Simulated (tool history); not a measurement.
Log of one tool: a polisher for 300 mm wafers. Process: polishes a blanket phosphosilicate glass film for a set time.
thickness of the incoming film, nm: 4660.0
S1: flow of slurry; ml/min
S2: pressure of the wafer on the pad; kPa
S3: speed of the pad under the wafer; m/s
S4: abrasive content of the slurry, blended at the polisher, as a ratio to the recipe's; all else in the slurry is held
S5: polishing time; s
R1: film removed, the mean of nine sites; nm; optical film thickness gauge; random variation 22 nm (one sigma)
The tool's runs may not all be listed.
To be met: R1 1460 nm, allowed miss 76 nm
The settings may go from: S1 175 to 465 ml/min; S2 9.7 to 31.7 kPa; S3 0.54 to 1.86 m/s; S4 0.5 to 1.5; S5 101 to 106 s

| run | hour | S1 | S2 | S3 | S4 | S5 | R1 |
|---|---|---|---|---|---|---|---|
| 1 | 0 | 295 | 20.7 | 1.18 | 1 | 101 | 965.73 |
| 2 | 3.2 | 295 | 21.4 | 1.18 | 1 | 101 | 986.85 |
| 3 | 9.2 | 295 | 22.1 | 1.18 | 1 | 101 | 992.74 |
| 4 | 15.8 | 295 | 22.1 | 1.42 | 1 | 101 | 1170.3 |
| 5 | 22.5 | 245 | 22.1 | 1.42 | 1 | 101 | 1172.1 |
| 6 | 26.8 | 245 | 22.8 | 1.42 | 1 | 101 | 1170.7 |
| 7 | 33.1 | 245 | 23.4 | 1.42 | 1 | 101 | 1198.9 |
| 8 | 37.7 | 245 | 24.1 | 1.42 | 1 | 101 | 1243.2 |
| 9 | 44.1 | 245 | 24.8 | 1.42 | 1 | 101 | 1234.7 |
| 10 | 48.3 | 245 | 25.5 | 1.42 | 1 | 101 | 1303.2 |
| 11 | 51.3 | 245 | 26.9 | 1.44 | 1 | 101 | 1330.5 |

5 next moves are on the table. One of them brings every result within its allowed miss. Which?
| A | 54.3 | 210 | 26.9 | 1.4 | 0.95 | 101 | ? |
| B | 54.3 | 275 | 29.6 | 1.52 | 0.95 | 101 | ? |
| C | 54.3 | 275 | 29.6 | 1.18 | 0.9 | 101 | ? |
| D | 54.3 | 315 | 28.3 | 1.34 | 1 | 101 | ? |
| E | 54.3 | 230 | 28.3 | 1.32 | 1 | 101 | ? |

| move | R1 |
|---|---|
| A | 1249 |
| B | 1461.4 |
| C | 1157.4 |
| D | 1323.2 |
| E | 1279.5 |
A: further off than the last run
B: meets every target
C: further off than the last run
D: further off than the last run
E: further off than the last run
The right move is B.
